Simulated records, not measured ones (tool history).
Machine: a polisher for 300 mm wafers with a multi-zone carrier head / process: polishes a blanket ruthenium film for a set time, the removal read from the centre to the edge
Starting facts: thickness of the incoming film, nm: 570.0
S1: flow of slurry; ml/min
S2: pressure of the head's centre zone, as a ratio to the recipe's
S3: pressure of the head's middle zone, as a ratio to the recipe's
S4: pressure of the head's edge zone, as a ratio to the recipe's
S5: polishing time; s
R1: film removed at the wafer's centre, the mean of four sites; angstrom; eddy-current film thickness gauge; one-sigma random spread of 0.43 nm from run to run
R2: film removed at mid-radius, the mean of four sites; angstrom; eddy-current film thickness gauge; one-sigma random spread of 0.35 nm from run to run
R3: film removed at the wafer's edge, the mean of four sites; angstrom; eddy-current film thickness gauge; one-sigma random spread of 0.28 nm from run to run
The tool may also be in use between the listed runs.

{"run": 1, "day": 0.0, "S1": 180, "S2": 1.0, "S3": 1.0, "S4": 1.0, "S5": 74, "R1": 417.01, "R2": 418.92, "R3": 416.02}
{"run": 2, "day": 0.375, "S1": 200, "S2": 1.0, "S3": 1.0, "S4": 1.0, "S5": 74, "R1": 422.24, "R2": 420.9, "R3": 419.69}
{"run": 3, "day": 0.742, "S1": 215, "S2": 1.0, "S3": 1.0, "S4": 1.0, "S5": 74, "R1": 426.55, "R2": 418.37, "R3": 420.53}
{"run": 4, "day": 1.112, "S1": 260, "S2": 1.0, "S3": 1.0, "S4": 1.0, "S5": 74, "R1": 435.79, "R2": 427.22, "R3": 430.12}
{"run": 5, "day": 1.35, "S1": 255, "S2": 0.96, "S3": 1.0, "S4": 0.98, "S5": 73, "R1": 414.98, "R2": 422.84, "R3": 420.49}
{"run": 6, "day": 1.492, "S1": 245, "S2": 0.93, "S3": 1.0, "S4": 0.97, "S5": 71, "R1": 390.13, "R2": 400.78, "R3": 404.34}

For run 7, what comes out?
{"run": 7, "day": 1.533, "S1": 235, "S2": 0.91, "S3": 1.01, "S4": 0.97, "S5": 70, "R1": "?", "R2": "?", "R3": "?"}

Logged for run 7: R1 379.31 angstrom, R2 404.01 angstrom, R3 401.78 angstrom.
